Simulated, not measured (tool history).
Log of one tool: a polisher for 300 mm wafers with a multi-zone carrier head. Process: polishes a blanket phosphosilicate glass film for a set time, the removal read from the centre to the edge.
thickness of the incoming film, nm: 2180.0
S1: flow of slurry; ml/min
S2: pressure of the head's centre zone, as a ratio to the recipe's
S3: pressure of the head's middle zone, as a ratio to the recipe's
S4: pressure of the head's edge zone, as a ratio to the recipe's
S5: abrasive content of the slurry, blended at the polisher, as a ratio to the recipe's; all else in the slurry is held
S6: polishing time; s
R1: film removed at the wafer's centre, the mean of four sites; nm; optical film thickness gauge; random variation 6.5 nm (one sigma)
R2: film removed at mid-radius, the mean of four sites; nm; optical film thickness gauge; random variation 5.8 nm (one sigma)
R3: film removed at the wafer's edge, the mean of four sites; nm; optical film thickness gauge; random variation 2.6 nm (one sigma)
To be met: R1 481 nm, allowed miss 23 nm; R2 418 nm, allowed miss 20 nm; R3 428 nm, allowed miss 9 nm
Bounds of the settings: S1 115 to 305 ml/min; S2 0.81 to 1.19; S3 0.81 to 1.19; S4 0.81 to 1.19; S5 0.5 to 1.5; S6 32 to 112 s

Run 1, day 0: S1 195 ml/min, S2 1, S3 1, S4 1, S5 1, S6 72 s. Result: R1 480.46 nm, R2 459.43 nm, R3 479.72 nm.
Run 2, day 0.142: S1 195 ml/min, S2 1, S3 0.95, S4 1, S5 1, S6 72 s. Result: R1 454.91 nm, R2 454.65 nm, R3 480.94 nm.
Run 3, day 0.2: S1 190 ml/min, S2 1.02, S3 0.95, S4 0.99, S5 1, S6 72 s. Result: R1 473.03 nm, R2 452.83 nm, R3 475.59 nm.
Run 4, day 0.504: S1 185 ml/min, S2 1.03, S3 0.94, S4 0.98, S5 1, S6 72 s. Result: R1 477.28 nm, R2 446.85 nm, R3 470.37 nm.
Run 5, day 0.729: S1 180 ml/min, S2 1.04, S3 0.94, S4 0.97, S5 1, S6 72 s. Result: R1 480.65 nm, R2 437.11 nm, R3 464.04 nm.
Run 6, day 0.879: S1 180 ml/min, S2 1.04, S3 0.86, S4 0.97, S5 1, S6 72 s. Result: R1 473.41 nm, R2 411.65 nm, R3 470.27 nm.
Run 7, day 1.171: S1 175 ml/min, S2 1.04, S3 0.87, S4 0.96, S5 1, S6 72 s. Result: R1 469.62 nm, R2 407.28 nm, R3 462.89 nm.
Run 8, day 1.321: S1 170 ml/min, S2 1.04, S3 0.88, S4 0.95, S5 1, S6 72 s. Result: R1 456.05 nm, R2 411.28 nm, R3 457.37 nm.
Run 9, day 1.362: S1 170 ml/min, S2 1.05, S3 0.89, S4 0.94, S5 1, S6 72 s. Result: R1 464.64 nm, R2 411.03 nm, R3 455.9 nm.
At day 1.454: slurry nozzle cleaned.
Run 10, day 1.454: S1 170 ml/min, S2 1.06, S3 0.9, S4 0.93, S5 1, S6 72 s. Result: R1 480.91 nm, R2 438.64 nm, R3 461 nm.
Run 11, day 1.767: S1 165 ml/min, S2 1.07, S3 0.9, S4 0.92, S5 1, S6 72 s. Result: R1 495.18 nm, R2 428.96 nm, R3 459.15 nm.
Run 12, day 1.842: S1 160 ml/min, S2 1.07, S3 0.9, S4 0.91, S5 1, S6 72 s. Result: R1 486.4 nm, R2 432.26 nm, R3 457.63 nm.
Run 13, day 1.983: S1 160 ml/min, S2 1.07, S3 0.9, S4 0.9, S5 1, S6 72 s. Result: R1 494.9 nm, R2 425.67 nm, R3 454.78 nm.
Run 14, day 2.312: S1 160 ml/min, S2 1.07, S3 0.9, S4 0.9, S5 1, S6 72 s. Result: R1 481.32 nm, R2 435.57 nm, R3 457.63 nm.
Run 15, day 2.379: S1 160 ml/min, S2 1.08, S3 0.9, S4 0.89, S5 1, S6 72 s. Result: R1 493.71 nm, R2 433.19 nm, R3 449.29 nm.

4 next moves are on the table. One of them brings every result within its allowed miss. Which?
Run A, day 2.446: S1 130 ml/min, S2 1.14, S3 0.93, S4 0.86, S5 0.8, S6 82 s. Result: R1 ?, R2 ?, R3 ?.
Run B, day 2.446: S1 160 ml/min, S2 1.19, S3 1.01, S4 0.83, S5 0.9, S6 75 s. Result: R1 ?, R2 ?, R3 ?.
Run C, day 2.446: S1 195 ml/min, S2 1.06, S3 0.96, S4 0.81, S5 0.95, S6 73 s. Result: R1 ?, R2 ?, R3 ?.
Run D, day 2.446: S1 130 ml/min, S2 1.01, S3 0.81, S4 0.97, S5 1, S6 79 s. Result: R1 ?, R2 ?, R3 ?.

move      R1      R2      R3
   A  472.89  415.63  429.76
   B  508.72  458.46  432.32
   C  492.47  460.52  441.98
   D  482.89  416.87  504.15
A: meets every target
B: brings the result that was furthest off to its target, and leaves another outside
C: nearer than the last run, and not there yet
D: further off than the last run
Answer: A

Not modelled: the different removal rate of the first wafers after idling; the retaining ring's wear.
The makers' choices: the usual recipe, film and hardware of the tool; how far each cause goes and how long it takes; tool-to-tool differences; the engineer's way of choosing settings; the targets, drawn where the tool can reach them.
